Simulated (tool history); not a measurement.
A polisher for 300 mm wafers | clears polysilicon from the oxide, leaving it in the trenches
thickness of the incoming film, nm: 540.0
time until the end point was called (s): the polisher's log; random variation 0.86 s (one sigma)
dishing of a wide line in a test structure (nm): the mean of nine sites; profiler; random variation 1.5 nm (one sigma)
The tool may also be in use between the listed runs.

run    day  flow of slurry (ml/min)  pressure of the wafer on the pad (psi)  speed of the pad under the wafer (m/s)  overpolish time after the end point (s)  time until the end point was called (s)  dishing of a wide line in a test structure (nm)
  1  0.000                      245                                     3.0                                    0.88                                       30                                   41.578                                           87.255
  2  0.146                      245                                     3.0                                    0.78                                       30                                   46.481                                           86.707
  3  0.342                      245                                     2.8                                    0.78                                       25                                   49.777                                           82.662
  4  0.375                      280                                     2.8                                    0.78                                       25                                   51.102                                           86.113
  5  0.458                      270                                     2.7                                    0.78                                       23                                   52.406                                           82.117
  6  0.692                      270                                     2.6                                    0.78                                       22                                   52.425                                           81.656
  7  1.029                      270                                     2.5                                    0.78                                       22                                   55.689                                           80.954

Run 8 comes next. What will it give?
  8  1.250                      270                                     2.4                                    0.78                                       22                                        ?                                                ?

Run 8 gave time until the end point was called (s) 57.040, dishing of a wide line in a test structure (nm) 82.173.

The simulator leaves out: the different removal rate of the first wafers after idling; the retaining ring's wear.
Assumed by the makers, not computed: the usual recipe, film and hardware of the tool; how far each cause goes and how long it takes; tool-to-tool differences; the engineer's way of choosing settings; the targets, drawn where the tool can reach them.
